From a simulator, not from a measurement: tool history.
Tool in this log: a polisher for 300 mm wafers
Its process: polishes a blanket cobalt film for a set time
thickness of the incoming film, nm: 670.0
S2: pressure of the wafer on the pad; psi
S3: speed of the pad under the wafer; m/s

{"run": 1, "day": 0.0, "flow of slurry (ml/min)": 290, "S2": 1.6, "S3": 0.9, "polishing time (s)": 85, "film removed (Å)": 3390.3}
{"run": 2, "day": 0.125, "flow of slurry (ml/min)": 290, "S2": 2, "S3": 0.9, "polishing time (s)": 85, "film removed (Å)": 4300.8}
{"run": 3, "day": 0.438, "flow of slurry (ml/min)": 290, "S2": 1.7, "S3": 0.88, "polishing time (s)": 85, "film removed (Å)": 3532.8}
{"run": 4, "day": 0.721, "flow of slurry (ml/min)": 225, "S2": 1.7, "S3": 0.88, "polishing time (s)": 85, "film removed (Å)": 3407.5}
{"run": 5, "day": 0.867, "flow of slurry (ml/min)": 220, "S2": 1.5, "S3": 0.88, "polishing time (s)": 85, "film removed (Å)": 3071.9}
{"run": 6, "day": 1.162, "flow of slurry (ml/min)": 220, "S2": 1.5, "S3": 0.8, "polishing time (s)": 85, "film removed (Å)": 2772.9}
{"run": 7, "day": 1.188, "flow of slurry (ml/min)": 220, "S2": 1.3, "S3": 0.8, "polishing time (s)": 85, "film removed (Å)": 2445.2}
{"run": 8, "day": 1.354, "flow of slurry (ml/min)": 220, "S2": 1.2, "S3": 0.8, "polishing time (s)": 85, "film removed (Å)": 2259.3}

Run 9 is up next; what results do you expect?
{"run": 9, "day": 1.662, "flow of slurry (ml/min)": 220, "S2": 0.8, "S3": 0.8, "polishing time (s)": 85, "film removed (Å)": "?"}

Run 9 measured film removed (Å) 1539.6.
